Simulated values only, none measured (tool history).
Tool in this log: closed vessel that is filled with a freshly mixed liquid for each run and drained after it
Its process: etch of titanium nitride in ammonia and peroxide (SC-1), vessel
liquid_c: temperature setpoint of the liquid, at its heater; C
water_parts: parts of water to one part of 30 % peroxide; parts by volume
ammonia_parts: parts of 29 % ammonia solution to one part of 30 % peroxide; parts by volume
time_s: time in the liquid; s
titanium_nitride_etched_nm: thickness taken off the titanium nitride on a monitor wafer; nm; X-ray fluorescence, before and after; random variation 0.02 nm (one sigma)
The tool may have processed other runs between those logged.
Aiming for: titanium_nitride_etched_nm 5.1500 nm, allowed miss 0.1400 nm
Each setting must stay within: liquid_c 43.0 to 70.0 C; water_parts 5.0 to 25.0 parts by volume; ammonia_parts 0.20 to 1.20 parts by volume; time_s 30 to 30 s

Run 1, day 0.000: liquid_c 59.0 C, water_parts 14.0 parts by volume, ammonia_parts 0.70 parts by volume, time_s 30 s. Result: titanium_nitride_etched_nm 3.0540 nm.
Run 2, day 0.342: liquid_c 59.0 C, water_parts 14.0 parts by volume, ammonia_parts 0.80 parts by volume, time_s 30 s. Result: titanium_nitride_etched_nm 3.1413 nm.
Run 3, day 0.638: liquid_c 59.0 C, water_parts 14.0 parts by volume, ammonia_parts 0.80 parts by volume, time_s 30 s. Result: titanium_nitride_etched_nm 3.1341 nm.
Run 4, day 0.700: liquid_c 59.0 C, water_parts 14.0 parts by volume, ammonia_parts 0.95 parts by volume, time_s 30 s. Result: titanium_nitride_etched_nm 3.2280 nm.
Run 5, day 0.962: liquid_c 61.5 C, water_parts 14.0 parts by volume, ammonia_parts 0.95 parts by volume, time_s 30 s. Result: titanium_nitride_etched_nm 3.7751 nm.
Run 6, day 1.229: liquid_c 61.5 C, water_parts 10.0 parts by volume, ammonia_parts 0.95 parts by volume, time_s 30 s. Result: titanium_nitride_etched_nm 4.5176 nm.
Run 7, day 1.271: liquid_c 62.5 C, water_parts 10.0 parts by volume, ammonia_parts 0.95 parts by volume, time_s 30 s. Result: titanium_nitride_etched_nm 4.8413 nm.
Run 8, day 1.646: liquid_c 62.5 C, water_parts 10.0 parts by volume, ammonia_parts 0.95 parts by volume, time_s 30 s. Result: titanium_nitride_etched_nm 4.8319 nm.
Run 9, day 1.750: liquid_c 63.0 C, water_parts 10.0 parts by volume, ammonia_parts 0.95 parts by volume, time_s 30 s. Result: titanium_nitride_etched_nm 4.9946 nm.

Which single option among these 5 for the next run brings every result within its allowed miss of target? Just one does.
Run A, day 1.854: liquid_c 60.0 C, water_parts 5.5 parts by volume, ammonia_parts 0.95 parts by volume, time_s 30 s. Result: titanium_nitride_etched_nm ?.
Run B, day 1.854: liquid_c 63.0 C, water_parts 9.5 parts by volume, ammonia_parts 0.95 parts by volume, time_s 30 s. Result: titanium_nitride_etched_nm ?.
Run C, day 1.854: liquid_c 65.5 C, water_parts 11.0 parts by volume, ammonia_parts 0.95 parts by volume, time_s 30 s. Result: titanium_nitride_etched_nm ?.
Run D, day 1.854: liquid_c 64.0 C, water_parts 9.5 parts by volume, ammonia_parts 1.00 parts by volume, time_s 30 s. Result: titanium_nitride_etched_nm ?.
Run E, day 1.854: liquid_c 63.5 C, water_parts 9.0 parts by volume, ammonia_parts 1.05 parts by volume, time_s 30 s. Result: titanium_nitride_etched_nm ?.

move  titanium_nitride_etched_nm
   A                      5.4618
   B                      5.1285
   C                      5.5887
   D                      5.5105
   E                      5.5197
A: pushes the last run's worst result past its target
B: every result within its allowed miss
C: pushes the last run's worst result past its target
D: pushes the last run's worst result past its target
E: pushes the last run's worst result past its target
So the answer is move B, the one that meets all the targets.
